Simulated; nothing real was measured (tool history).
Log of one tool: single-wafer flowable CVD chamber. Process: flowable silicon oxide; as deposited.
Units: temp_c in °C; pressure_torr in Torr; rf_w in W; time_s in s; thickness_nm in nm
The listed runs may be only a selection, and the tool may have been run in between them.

run 1 hour=0 | temp_c=95 pressure_torr=1.09 rf_w=2450 time_s=562 | thickness_nm=515.41
run 2 hour=6.5 | temp_c=95 pressure_torr=1.09 rf_w=2705 time_s=562 | thickness_nm=514.1
run 3 hour=12.3 | temp_c=97 pressure_torr=1.09 rf_w=2705 time_s=562 | thickness_nm=484.99
run 4 hour=19 | temp_c=97 pressure_torr=1.09 rf_w=2705 time_s=534 | thickness_nm=458.8
run 5 hour=27.3 | temp_c=97 pressure_torr=1.27 rf_w=2705 time_s=534 | thickness_nm=519.3
run 6 hour=36.1 | temp_c=99 pressure_torr=1.27 rf_w=2705 time_s=534 | thickness_nm=490.32
-- hour=41.9 thermocouple changed; heater temperature recalibrated
run 7 hour=41.9 | temp_c=101 pressure_torr=1.27 rf_w=2705 time_s=534 | thickness_nm=531.33

What will run 8 give?
run 8 hour=46.5 | temp_c=106 pressure_torr=1.22 rf_w=2715 time_s=534 | thickness_nm=?

thickness_nm: 432.99 nm
